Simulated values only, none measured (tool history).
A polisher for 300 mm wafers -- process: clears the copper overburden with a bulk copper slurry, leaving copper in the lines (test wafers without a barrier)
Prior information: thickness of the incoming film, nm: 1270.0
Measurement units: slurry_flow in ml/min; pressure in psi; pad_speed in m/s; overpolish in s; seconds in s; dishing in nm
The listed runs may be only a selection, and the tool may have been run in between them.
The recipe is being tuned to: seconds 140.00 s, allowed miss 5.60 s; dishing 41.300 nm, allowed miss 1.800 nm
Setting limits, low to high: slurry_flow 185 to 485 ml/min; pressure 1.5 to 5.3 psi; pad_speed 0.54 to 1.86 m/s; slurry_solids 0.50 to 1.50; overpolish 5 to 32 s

Run 1, day 0.000: slurry_flow 310 ml/min, pressure 3.4 psi, pad_speed 1.18 m/s, slurry_solids 1.00, overpolish 16 s. Result: seconds 126.12 s, dishing 90.457 nm.
Run 2, day 0.179: slurry_flow 375 ml/min, pressure 3.4 psi, pad_speed 1.18 m/s, slurry_solids 1.00, overpolish 16 s. Result: seconds 120.77 s, dishing 92.373 nm.
Run 3, day 0.233: slurry_flow 375 ml/min, pressure 4.1 psi, pad_speed 1.18 m/s, slurry_solids 1.00, overpolish 16 s. Result: seconds 101.54 s, dishing 106.050 nm.
Run 4, day 0.471: slurry_flow 375 ml/min, pressure 4.1 psi, pad_speed 1.18 m/s, slurry_solids 1.00, overpolish 10 s. Result: seconds 101.62 s, dishing 76.766 nm.
Run 5, day 0.629: slurry_flow 375 ml/min, pressure 4.1 psi, pad_speed 1.18 m/s, slurry_solids 0.90, overpolish 10 s. Result: seconds 101.02 s, dishing 74.601 nm.
Run 6, day 0.650: slurry_flow 375 ml/min, pressure 4.1 psi, pad_speed 1.06 m/s, slurry_solids 0.90, overpolish 10 s. Result: seconds 113.01 s, dishing 68.119 nm.
Run 7, day 0.792: slurry_flow 445 ml/min, pressure 3.1 psi, pad_speed 1.12 m/s, slurry_solids 1.15, overpolish 5 s. Result: seconds 131.63 s, dishing 32.786 nm.
Run 8, day 1.096: slurry_flow 415 ml/min, pressure 3.1 psi, pad_speed 1.12 m/s, slurry_solids 1.10, overpolish 5 s. Result: seconds 133.87 s, dishing 32.711 nm.
At day 1.238: slurry nozzle cleaned.
Run 9, day 1.238: slurry_flow 405 ml/min, pressure 3.0 psi, pad_speed 1.10 m/s, slurry_solids 1.05, overpolish 12 s. Result: seconds 137.41 s, dishing 65.726 nm.
Run 10, day 1.312: slurry_flow 440 ml/min, pressure 2.7 psi, pad_speed 1.12 m/s, slurry_solids 1.30, overpolish 8 s. Result: seconds 145.25 s, dishing 44.539 nm.

Which one of the following 5 next-run settings gets every result inside its allowed miss? There is exactly one.
Run A, day 1.388: slurry_flow 410 ml/min, pressure 3.5 psi, pad_speed 0.90 m/s, slurry_solids 1.05, overpolish 8 s. Result: seconds ?, dishing ?.
Run B, day 1.388: slurry_flow 450 ml/min, pressure 2.4 psi, pad_speed 1.40 m/s, slurry_solids 1.20, overpolish 8 s. Result: seconds ?, dishing ?.
Run C, day 1.388: slurry_flow 395 ml/min, pressure 2.6 psi, pad_speed 1.24 m/s, slurry_solids 1.25, overpolish 7 s. Result: seconds ?, dishing ?.
Run D, day 1.388: slurry_flow 475 ml/min, pressure 2.6 psi, pad_speed 1.06 m/s, slurry_solids 1.35, overpolish 10 s. Result: seconds ?, dishing ?.
Run E, day 1.388: slurry_flow 410 ml/min, pressure 2.5 psi, pad_speed 1.14 m/s, slurry_solids 1.50, overpolish 9 s. Result: seconds ?, dishing ?.

move  seconds  dishing
   A   144.17   48.190
   B   136.80   49.229
   C   141.49   42.977
   D   158.37   52.743
   E   152.86   49.650
A: misses by more than the last run did
B: misses by more than the last run did
C: every result lands within tolerance
D: misses by more than the last run did
E: misses by more than the last run did
C is the move that brings every result within its allowed miss.
